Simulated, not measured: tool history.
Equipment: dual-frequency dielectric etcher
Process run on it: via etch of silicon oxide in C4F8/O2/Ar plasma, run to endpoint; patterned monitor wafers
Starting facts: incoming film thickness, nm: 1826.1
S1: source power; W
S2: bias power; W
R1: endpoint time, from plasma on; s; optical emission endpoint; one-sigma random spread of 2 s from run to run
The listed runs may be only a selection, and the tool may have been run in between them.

run 1 hour=0.0 | S1=2230 S2=1870 | R1=323.20
run 2 hour=5.2 | S1=2230 S2=1656 | R1=328.04
run 3 hour=11.7 | S1=2230 S2=1466 | R1=340.34
run 4 hour=18.2 | S1=2110 S2=1445 | R1=347.37
run 5 hour=22.3 | S1=2470 S2=1445 | R1=323.92
run 6 hour=28.7 | S1=2470 S2=1646 | R1=314.82
run 7 hour=32.2 | S1=2290 S2=1618 | R1=325.99
run 8 hour=40.8 | S1=2140 S2=1594 | R1=340.67
-- hour=49.5 bias power generator calibrated
run 9 hour=49.5 | S1=2040 S2=1579 | R1=350.76
run 10 hour=51.6 | S1=1970 S2=1569 | R1=357.15
run 11 hour=58.1 | S1=1910 S2=1561 | R1=361.59
run 12 hour=65.2 | S1=1860 S2=1554 | R1=367.39
run 13 hour=72.3 | S1=1580 S2=1510 | R1=405.81

Predict the results of run 14:
run 14 hour=77.3 | S1=1610 S2=1513 | R1=?

R1: 401.20 s

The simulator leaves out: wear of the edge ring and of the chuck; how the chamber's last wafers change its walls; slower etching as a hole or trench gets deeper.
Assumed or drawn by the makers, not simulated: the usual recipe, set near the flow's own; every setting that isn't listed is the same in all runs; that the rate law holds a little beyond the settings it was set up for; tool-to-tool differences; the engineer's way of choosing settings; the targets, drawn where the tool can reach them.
